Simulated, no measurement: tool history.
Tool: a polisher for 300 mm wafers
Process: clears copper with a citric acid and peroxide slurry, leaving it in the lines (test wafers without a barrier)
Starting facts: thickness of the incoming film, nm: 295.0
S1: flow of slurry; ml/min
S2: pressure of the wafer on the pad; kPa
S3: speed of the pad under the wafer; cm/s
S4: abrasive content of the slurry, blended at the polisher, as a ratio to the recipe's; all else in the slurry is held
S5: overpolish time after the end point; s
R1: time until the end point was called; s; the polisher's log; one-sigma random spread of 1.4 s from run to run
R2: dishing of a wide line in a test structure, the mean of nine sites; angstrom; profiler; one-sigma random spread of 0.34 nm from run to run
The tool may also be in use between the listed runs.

{"run": 1, "hour": 0.0, "S1": 280, "S2": 26.9, "S3": 110, "S4": 1.0, "S5": 20, "R1": 114.99, "R2": 384.54}
{"run": 2, "hour": 8.0, "S1": 280, "S2": 26.9, "S3": 110, "S4": 1.1, "S5": 20, "R1": 114.44, "R2": 375.77}
{"run": 3, "hour": 9.9, "S1": 280, "S2": 26.9, "S3": 122, "S4": 1.1, "S5": 20, "R1": 102.93, "R2": 397.47}
{"run": 4, "hour": 14.3, "S1": 275, "S2": 26.2, "S3": 126, "S4": 1.15, "S5": 18, "R1": 103.32, "R2": 365.81}
{"run": 5, "hour": 21.7, "S1": 275, "S2": 26.2, "S3": 114, "S4": 1.15, "S5": 18, "R1": 109.68, "R2": 352.32}
{"run": 6, "hour": 23.4, "S1": 310, "S2": 26.2, "S3": 114, "S4": 1.15, "S5": 18, "R1": 105.72, "R2": 341.16}
{"run": 7, "hour": 25.6, "S1": 325, "S2": 26.2, "S3": 114, "S4": 1.15, "S5": 17, "R1": 110.06, "R2": 336.41}
{"run": 8, "hour": 34.0, "S1": 305, "S2": 25.5, "S3": 120, "S4": 1.2, "S5": 16, "R1": 106.25, "R2": 316.36}

What will run 9 give?
{"run": 9, "hour": 38.4, "S1": 315, "S2": 25.5, "S3": 122, "S4": 1.25, "S5": 15, "R1": "?", "R2": "?"}

R1: 105.64 s
R2: 304.13 angstrom
